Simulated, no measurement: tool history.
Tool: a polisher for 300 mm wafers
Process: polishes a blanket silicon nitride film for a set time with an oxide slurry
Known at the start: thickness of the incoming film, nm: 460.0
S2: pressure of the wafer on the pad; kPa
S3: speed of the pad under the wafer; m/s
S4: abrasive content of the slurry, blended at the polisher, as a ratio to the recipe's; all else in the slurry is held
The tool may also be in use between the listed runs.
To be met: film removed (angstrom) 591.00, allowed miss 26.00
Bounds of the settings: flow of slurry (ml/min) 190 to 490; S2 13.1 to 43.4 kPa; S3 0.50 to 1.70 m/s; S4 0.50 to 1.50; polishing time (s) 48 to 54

Run 1, hour 0.0: flow of slurry (ml/min) 315, S2 28.3 kPa, S3 1.10 m/s, S4 1.00, polishing time (s) 54. Result: film removed (angstrom) 398.62.
Run 2, hour 6.7: flow of slurry (ml/min) 315, S2 31.7 kPa, S3 1.12 m/s, S4 1.00, polishing time (s) 54. Result: film removed (angstrom) 450.46.
Run 3, hour 9.3: flow of slurry (ml/min) 315, S2 34.5 kPa, S3 1.14 m/s, S4 1.00, polishing time (s) 54. Result: film removed (angstrom) 511.33.
Run 4, hour 13.7: flow of slurry (ml/min) 315, S2 34.5 kPa, S3 1.14 m/s, S4 1.00, polishing time (s) 48. Result: film removed (angstrom) 448.34.
Run 5, hour 17.2: flow of slurry (ml/min) 315, S2 37.2 kPa, S3 1.16 m/s, S4 1.00, polishing time (s) 48. Result: film removed (angstrom) 495.19.
Run 6, hour 24.2: flow of slurry (ml/min) 315, S2 39.3 kPa, S3 1.16 m/s, S4 1.00, polishing time (s) 48. Result: film removed (angstrom) 522.44.
Run 7, hour 26.2: flow of slurry (ml/min) 315, S2 40.7 kPa, S3 1.16 m/s, S4 1.00, polishing time (s) 48. Result: film removed (angstrom) 531.60.
Run 8, hour 31.5: flow of slurry (ml/min) 315, S2 41.4 kPa, S3 1.18 m/s, S4 1.00, polishing time (s) 48. Result: film removed (angstrom) 559.23.

Which of these 5 next moves meets every target?
Run A, hour 36.8: flow of slurry (ml/min) 295, S2 37.9 kPa, S3 1.26 m/s, S4 1.05, polishing time (s) 52. Result: film removed (angstrom) ?.
Run B, hour 36.8: flow of slurry (ml/min) 335, S2 36.5 kPa, S3 1.28 m/s, S4 1.00, polishing time (s) 49. Result: film removed (angstrom) ?.
Run C, hour 36.8: flow of slurry (ml/min) 255, S2 43.4 kPa, S3 1.08 m/s, S4 0.95, polishing time (s) 49. Result: film removed (angstrom) ?.
Run D, hour 36.8: flow of slurry (ml/min) 355, S2 43.4 kPa, S3 0.96 m/s, S4 0.95, polishing time (s) 53. Result: film removed (angstrom) ?.
Run E, hour 36.8: flow of slurry (ml/min) 330, S2 37.2 kPa, S3 1.14 m/s, S4 1.05, polishing time (s) 51. Result: film removed (angstrom) ?.

move  film removed (angstrom)
   A                   591.83
   B                   538.70
   C                   527.94
   D                   537.26
   E                   531.94
A: meets every target
B: further off than the last run
C: further off than the last run
D: further off than the last run
E: further off than the last run
The right move is A.
